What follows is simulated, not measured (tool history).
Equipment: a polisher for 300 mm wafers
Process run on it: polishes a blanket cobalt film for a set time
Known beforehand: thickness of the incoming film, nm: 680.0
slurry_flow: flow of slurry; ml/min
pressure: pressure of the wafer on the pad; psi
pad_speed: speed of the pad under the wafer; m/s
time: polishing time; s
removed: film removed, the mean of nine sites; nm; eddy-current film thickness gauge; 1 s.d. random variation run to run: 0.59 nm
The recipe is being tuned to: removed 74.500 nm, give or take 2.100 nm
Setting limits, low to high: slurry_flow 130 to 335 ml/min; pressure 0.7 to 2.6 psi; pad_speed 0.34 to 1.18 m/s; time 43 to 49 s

Run 1, day 0.000: slurry_flow 215 ml/min, pressure 1.6 psi, pad_speed 0.76 m/s, time 49 s. Result: removed 128.480 nm.
Run 2, day 0.100: slurry_flow 215 ml/min, pressure 1.5 psi, pad_speed 0.76 m/s, time 49 s. Result: removed 122.190 nm.
Run 3, day 0.462: slurry_flow 215 ml/min, pressure 1.4 psi, pad_speed 0.76 m/s, time 49 s. Result: removed 114.690 nm.
Run 4, day 0.662: slurry_flow 215 ml/min, pressure 1.4 psi, pad_speed 0.76 m/s, time 49 s. Result: removed 113.390 nm.
Run 5, day 0.742: slurry_flow 215 ml/min, pressure 1.3 psi, pad_speed 0.76 m/s, time 49 s. Result: removed 108.530 nm.
Run 6, day 1.117: slurry_flow 215 ml/min, pressure 1.2 psi, pad_speed 0.76 m/s, time 49 s. Result: removed 101.130 nm.
Run 7, day 1.425: slurry_flow 215 ml/min, pressure 1.1 psi, pad_speed 0.76 m/s, time 49 s. Result: removed 94.994 nm.
Run 8, day 1.529: slurry_flow 215 ml/min, pressure 1.0 psi, pad_speed 0.76 m/s, time 49 s. Result: removed 88.571 nm.

Next run, 4 choices. One meets every target within its allowed miss, the rest don't. Which?
Run A, day 1.633: slurry_flow 155 ml/min, pressure 1.1 psi, pad_speed 0.72 m/s, time 47 s. Result: removed ?.
Run B, day 1.633: slurry_flow 245 ml/min, pressure 1.0 psi, pad_speed 0.72 m/s, time 43 s. Result: removed ?.
Run C, day 1.633: slurry_flow 230 ml/min, pressure 0.9 psi, pad_speed 0.68 m/s, time 47 s. Result: removed ?.
Run D, day 1.633: slurry_flow 265 ml/min, pressure 0.9 psi, pad_speed 0.66 m/s, time 48 s. Result: removed ?.

move  removed
   A   82.202
   B   74.938
   C   71.189
   D   71.889
A: gains on the last run, yet a result remains outside its allowed miss
B: in spec on every target
C: the result that was furthest off in the last run now lies on the other side of its target
D: the result that was furthest off in the last run now lies on the other side of its target
So the answer is move B, the one that meets all the targets.
